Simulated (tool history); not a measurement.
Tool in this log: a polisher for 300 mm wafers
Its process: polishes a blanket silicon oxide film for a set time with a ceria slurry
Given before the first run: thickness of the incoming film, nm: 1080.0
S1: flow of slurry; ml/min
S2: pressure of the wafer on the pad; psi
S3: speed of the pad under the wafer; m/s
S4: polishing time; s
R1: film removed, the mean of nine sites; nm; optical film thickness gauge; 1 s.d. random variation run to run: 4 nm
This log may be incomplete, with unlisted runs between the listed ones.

run	hour	S1	S2	S3	S4	R1
1	0	200	4.1	0.96	42	245.13
2	8.5	200	4.9	0.96	42	277.64
3	11.8	200	4.9	0.96	37	246.24
4	16.9	200	4	0.96	37	214.16
5	23.1	200	4	0.96	37	214.93
6	24.3	200	4.3	0.96	37	224.83
7	28	200	4.6	0.96	37	235.49
8	28.6	200	4.9	0.96	37	243.36
9	29.9	200	5.1	0.98	37	259.87
10	32.9	200	5.3	0.98	37	264.19

Run 11, settings as shown, results not yet in. Your forecast:
11	38.8	205	6.3	1	37	?

R1: 307.76 nm
